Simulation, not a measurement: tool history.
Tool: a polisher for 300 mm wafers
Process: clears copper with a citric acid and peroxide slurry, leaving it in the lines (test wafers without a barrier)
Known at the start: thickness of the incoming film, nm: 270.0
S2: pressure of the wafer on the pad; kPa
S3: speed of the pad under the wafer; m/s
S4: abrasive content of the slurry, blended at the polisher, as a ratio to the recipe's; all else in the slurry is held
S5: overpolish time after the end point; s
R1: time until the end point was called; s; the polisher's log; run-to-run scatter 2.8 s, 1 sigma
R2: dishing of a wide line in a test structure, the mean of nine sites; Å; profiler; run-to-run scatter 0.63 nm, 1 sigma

Run 1, day 0: flow of slurry (ml/min) 140, S2 20.7 kPa, S3 1.16 m/s, S4 1, S5 25 s. Result: R1 81.143 s, R2 499.56 Å.
Run 2, day 0.254: flow of slurry (ml/min) 140, S2 20.7 kPa, S3 1.16 m/s, S4 1, S5 21 s. Result: R1 78.591 s, R2 424.02 Å.
Run 3, day 0.517: flow of slurry (ml/min) 140, S2 24.1 kPa, S3 1.16 m/s, S4 1, S5 21 s. Result: R1 67.34 s, R2 496.78 Å.
Run 4, day 0.588: flow of slurry (ml/min) 140, S2 24.1 kPa, S3 1.38 m/s, S4 1, S5 21 s. Result: R1 58.462 s, R2 559.18 Å.
Run 5, day 0.708: flow of slurry (ml/min) 135, S2 20.7 kPa, S3 1.28 m/s, S4 1, S5 23 s. Result: R1 73.63 s, R2 498.63 Å.
Run 6, day 0.892: flow of slurry (ml/min) 135, S2 23.4 kPa, S3 1.28 m/s, S4 1, S5 23 s. Result: R1 66.237 s, R2 537.24 Å.
Run 7, day 1.246: flow of slurry (ml/min) 130, S2 20.7 kPa, S3 1.2 m/s, S4 1, S5 24 s. Result: R1 78.204 s, R2 467.72 Å.
Run 8, day 1.55: flow of slurry (ml/min) 125, S2 17.9 kPa, S3 1.12 m/s, S4 1, S5 26 s. Result: R1 98.163 s, R2 434.79 Å.
Run 9, day 1.754: flow of slurry (ml/min) 120, S2 15.9 kPa, S3 1.1 m/s, S4 1, S5 26 s. Result: R1 114.3 s, R2 370.34 Å.

Run 10 has not been measured yet. What should we expect?
Run 10, day 2.042: flow of slurry (ml/min) 115, S2 14.5 kPa, S3 1.1 m/s, S4 1, S5 27 s. Result: R1 ?, R2 ?.

R1: 123.03 s
R2: 364.67 Å
